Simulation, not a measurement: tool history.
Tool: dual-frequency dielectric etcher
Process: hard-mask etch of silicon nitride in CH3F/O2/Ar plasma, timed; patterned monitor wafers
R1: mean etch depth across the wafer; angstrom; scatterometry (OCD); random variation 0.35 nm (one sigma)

Run 1, hour 0.0: source power (kW) 0.420, bias power (kW) 0.075, etch time (s) 122.5. Result: R1 878.02 angstrom.
Run 2, hour 0.8: source power (kW) 0.420, bias power (kW) 0.083, etch time (s) 122.5. Result: R1 921.11 angstrom.
Run 3, hour 7.2: source power (kW) 0.450, bias power (kW) 0.084, etch time (s) 122.5. Result: R1 965.95 angstrom.
Run 4, hour 11.0: source power (kW) 0.380, bias power (kW) 0.084, etch time (s) 122.5. Result: R1 868.99 angstrom.
Run 5, hour 18.6: source power (kW) 0.410, bias power (kW) 0.084, etch time (s) 122.5. Result: R1 912.63 angstrom.
Run 6, hour 23.8: source power (kW) 0.410, bias power (kW) 0.076, etch time (s) 122.5. Result: R1 874.76 angstrom.
Run 7, hour 30.8: source power (kW) 0.440, bias power (kW) 0.076, etch time (s) 122.5. Result: R1 906.54 angstrom.

Forecast run 8:
Run 8, hour 37.1: source power (kW) 0.460, bias power (kW) 0.076, etch time (s) 122.5. Result: R1 ?.

Run 8 gave R1 926.44 angstrom.

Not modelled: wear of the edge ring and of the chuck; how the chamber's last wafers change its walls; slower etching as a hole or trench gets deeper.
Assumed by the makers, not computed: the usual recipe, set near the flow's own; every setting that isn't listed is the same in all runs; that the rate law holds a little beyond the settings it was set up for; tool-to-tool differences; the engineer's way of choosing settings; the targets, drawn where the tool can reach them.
